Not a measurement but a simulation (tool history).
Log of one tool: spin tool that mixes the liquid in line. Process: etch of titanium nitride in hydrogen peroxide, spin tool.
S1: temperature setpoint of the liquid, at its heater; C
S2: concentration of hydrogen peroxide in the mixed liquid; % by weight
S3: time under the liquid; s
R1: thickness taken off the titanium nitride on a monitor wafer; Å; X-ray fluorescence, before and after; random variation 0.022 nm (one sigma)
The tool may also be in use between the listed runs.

run  hour    S1    S2  S3      R1
  1   0.0  51.0  17.0  70  42.038
  2   4.8  50.5  17.0  70  41.073
  3  11.0  50.5  15.0  70  40.414
  4  18.4  50.0  15.0  70  38.849
  5  24.8  50.0  17.0  70  39.658
  6  31.9  50.0  15.5  70  38.715
  7  39.4  50.0  15.5  70  38.380
  8  47.4  48.5  15.5  70  34.469

The next listed run, before its measurement:
  9  53.5  48.0  15.5  70   ?

Run 9 gave R1 33.366 Å.
